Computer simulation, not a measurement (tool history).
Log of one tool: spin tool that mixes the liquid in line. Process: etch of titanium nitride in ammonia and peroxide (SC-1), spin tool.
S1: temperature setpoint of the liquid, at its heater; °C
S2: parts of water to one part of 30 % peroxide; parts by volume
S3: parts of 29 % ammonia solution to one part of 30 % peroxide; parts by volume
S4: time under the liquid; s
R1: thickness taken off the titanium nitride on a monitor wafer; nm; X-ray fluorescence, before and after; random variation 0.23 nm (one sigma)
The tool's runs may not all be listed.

run,hour,S1,S2,S3,S4,R1
1,0.0,59.0,25.5,0.6,270,25.676
2,8.0,59.0,32.5,0.6,270,22.349
3,10.0,59.0,37.5,0.6,270,20.611
4,16.5,60.5,36.0,0.6,270,23.219
5,18.0,60.5,36.0,0.6,290,24.972
6,20.3,60.5,36.0,0.6,290,24.946
7,27.3,61.5,35.0,0.6,290,27.142
8,30.3,62.5,34.0,0.6,290,29.292

The next listed run, before its measurement:
9,32.7,63.5,33.0,0.6,290,?

R1: 31.748 nm
